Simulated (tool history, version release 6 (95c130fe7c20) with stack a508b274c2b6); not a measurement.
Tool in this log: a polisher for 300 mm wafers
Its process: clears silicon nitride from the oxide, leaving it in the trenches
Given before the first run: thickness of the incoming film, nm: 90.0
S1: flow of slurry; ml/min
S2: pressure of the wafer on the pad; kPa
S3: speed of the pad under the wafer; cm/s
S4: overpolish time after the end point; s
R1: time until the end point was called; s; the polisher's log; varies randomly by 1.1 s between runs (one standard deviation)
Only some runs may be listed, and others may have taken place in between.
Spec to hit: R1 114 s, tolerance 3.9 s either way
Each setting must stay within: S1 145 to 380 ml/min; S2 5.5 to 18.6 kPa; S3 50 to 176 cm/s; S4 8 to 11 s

run 1 hour=0 | S1=245 S2=11.7 S3=112 S4=11 | R1=176.31
run 2 hour=5.8 | S1=245 S2=11.7 S3=112 S4=8 | R1=178.55
run 3 hour=11.3 | S1=245 S2=11.7 S3=112 S4=11 | R1=183.17
run 4 hour=18.6 | S1=185 S2=11.7 S3=112 S4=11 | R1=186.33
run 5 hour=20.3 | S1=190 S2=13.1 S3=112 S4=11 | R1=166.44
run 6 hour=22.8 | S1=190 S2=13.1 S3=100 S4=11 | R1=182.91
run 7 hour=24.3 | S1=200 S2=16.5 S3=102 S4=11 | R1=143.04
run 8 hour=29.4 | S1=200 S2=17.2 S3=104 S4=11 | R1=135.04
run 9 hour=30.7 | S1=200 S2=17.2 S3=106 S4=11 | R1=133.19

Below are 5 possible settings for the next run. Only one of them brings all results inside the allowed miss of their targets. Which is it?
run A hour=32 | S1=220 S2=15.9 S3=96 S4=8 | R1=?
run B hour=32 | S1=255 S2=15.9 S3=110 S4=8 | R1=?
run C hour=32 | S1=165 S2=13.8 S3=118 S4=8 | R1=?
run D hour=32 | S1=230 S2=16.5 S3=94 S4=8 | R1=?
run E hour=32 | S1=170 S2=18.6 S3=116 S4=11 | R1=?

move=A R1=155.61
move=B R1=134.88
move=C R1=152.86
move=D R1=151.43
move=E R1=115.32
A: moves away from the targets compared with the last run
B: moves away from the targets compared with the last run
C: moves away from the targets compared with the last run
D: moves away from the targets compared with the last run
E: all results land within tolerance of their targets
E is the move that brings every result within its allowed miss.

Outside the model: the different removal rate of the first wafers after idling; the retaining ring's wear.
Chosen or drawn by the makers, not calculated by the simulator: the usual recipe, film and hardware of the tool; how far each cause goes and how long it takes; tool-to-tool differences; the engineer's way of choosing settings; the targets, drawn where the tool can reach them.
